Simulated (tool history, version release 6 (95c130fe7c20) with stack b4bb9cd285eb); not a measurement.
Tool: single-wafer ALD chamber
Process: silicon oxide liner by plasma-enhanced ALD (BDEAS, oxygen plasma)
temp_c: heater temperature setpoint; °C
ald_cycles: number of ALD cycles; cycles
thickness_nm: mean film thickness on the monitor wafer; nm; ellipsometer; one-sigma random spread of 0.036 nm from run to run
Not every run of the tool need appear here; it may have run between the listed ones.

run 1 day=0 | temp_c=310 ald_cycles=72 | thickness_nm=6.7224
run 2 day=0.217 | temp_c=310 ald_cycles=82 | thickness_nm=7.7193
run 3 day=0.454 | temp_c=310 ald_cycles=78 | thickness_nm=7.3136
run 4 day=0.696 | temp_c=310 ald_cycles=71 | thickness_nm=6.624
run 5 day=1.008 | temp_c=309 ald_cycles=75 | thickness_nm=7.0537
run 6 day=1.333 | temp_c=300 ald_cycles=75 | thickness_nm=7.1367

Forecast run 7:
run 7 day=1.521 | temp_c=300 ald_cycles=75 | thickness_nm=?

{"run 7": {"thickness_nm": 7.128}}
